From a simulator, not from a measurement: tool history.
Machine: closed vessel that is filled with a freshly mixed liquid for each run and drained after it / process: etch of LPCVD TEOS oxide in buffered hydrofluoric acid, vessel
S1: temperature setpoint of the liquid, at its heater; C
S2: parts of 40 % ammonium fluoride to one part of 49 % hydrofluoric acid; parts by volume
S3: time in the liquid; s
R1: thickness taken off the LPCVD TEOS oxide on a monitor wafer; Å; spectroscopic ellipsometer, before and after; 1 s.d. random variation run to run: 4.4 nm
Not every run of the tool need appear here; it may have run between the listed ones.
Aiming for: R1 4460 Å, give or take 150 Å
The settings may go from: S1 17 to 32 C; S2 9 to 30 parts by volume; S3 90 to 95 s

Run 1, hour 0: S1 24 C, S2 24 parts by volume, S3 90 s. Result: R1 1594.7 Å.
Run 2, hour 3.2: S1 26.5 C, S2 19 parts by volume, S3 90 s. Result: R1 2132.4 Å.
Run 3, hour 10.4: S1 26.5 C, S2 25 parts by volume, S3 90 s. Result: R1 1742.2 Å.
Run 4, hour 12.9: S1 26.5 C, S2 18.5 parts by volume, S3 90 s. Result: R1 2196.3 Å.
Run 5, hour 20.7: S1 28.5 C, S2 15.5 parts by volume, S3 90 s. Result: R1 2936.9 Å.
Run 6, hour 28.5: S1 29.5 C, S2 14 parts by volume, S3 90 s. Result: R1 3420.9 Å.
Run 7, hour 37.4: S1 29.5 C, S2 14 parts by volume, S3 90 s. Result: R1 3347.3 Å.
Run 8, hour 44.6: S1 30.5 C, S2 13 parts by volume, S3 90 s. Result: R1 3811.9 Å.
Run 9, hour 48.1: S1 31 C, S2 12.5 parts by volume, S3 90 s. Result: R1 4135.6 Å.
Run 10, hour 54.7: S1 31.5 C, S2 12.5 parts by volume, S3 90 s. Result: R1 4115.8 Å.

4 candidate next runs follow, results not yet known. Just one meets every target within its allowed miss. Identify it.
Run A, hour 61.3: S1 27 C, S2 11 parts by volume, S3 90 s. Result: R1 ?.
Run B, hour 61.3: S1 29.5 C, S2 12.5 parts by volume, S3 90 s. Result: R1 ?.
Run C, hour 61.3: S1 32 C, S2 13 parts by volume, S3 95 s. Result: R1 ?.
Run D, hour 61.3: S1 25 C, S2 9.5 parts by volume, S3 90 s. Result: R1 ?.

move      R1
   A  3734.4
   B  3771.3
   C  4374.1
   D  3794.2
A: moves away from the targets compared with the last run
B: moves away from the targets compared with the last run
C: all results in spec
D: moves away from the targets compared with the last run
The right move is C.
